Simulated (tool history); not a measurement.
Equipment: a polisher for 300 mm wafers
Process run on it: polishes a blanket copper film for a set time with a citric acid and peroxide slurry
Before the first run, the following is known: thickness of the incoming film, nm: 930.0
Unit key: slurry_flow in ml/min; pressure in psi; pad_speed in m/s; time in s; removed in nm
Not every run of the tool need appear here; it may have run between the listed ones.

run,hour,slurry_flow,pressure,pad_speed,slurry_solids,time,removed
1,0.0,280,3.8,1.06,1.0,37,107.170
2,5.6,280,3.3,1.02,1.0,37,89.988
3,12.9,280,3.3,1.02,1.0,33,79.531
4,19.2,280,4.0,1.02,1.0,33,98.032
# hour 22.3: slurry nozzle cleaned
5,22.3,280,3.5,1.00,1.0,33,89.321
6,23.5,210,3.5,1.00,1.0,33,86.330
7,32.0,210,3.1,0.98,1.0,33,74.629

Run 8 is up next; what results do you expect?
8,39.3,210,2.8,0.98,1.0,33,?

removed: 66.960 nm

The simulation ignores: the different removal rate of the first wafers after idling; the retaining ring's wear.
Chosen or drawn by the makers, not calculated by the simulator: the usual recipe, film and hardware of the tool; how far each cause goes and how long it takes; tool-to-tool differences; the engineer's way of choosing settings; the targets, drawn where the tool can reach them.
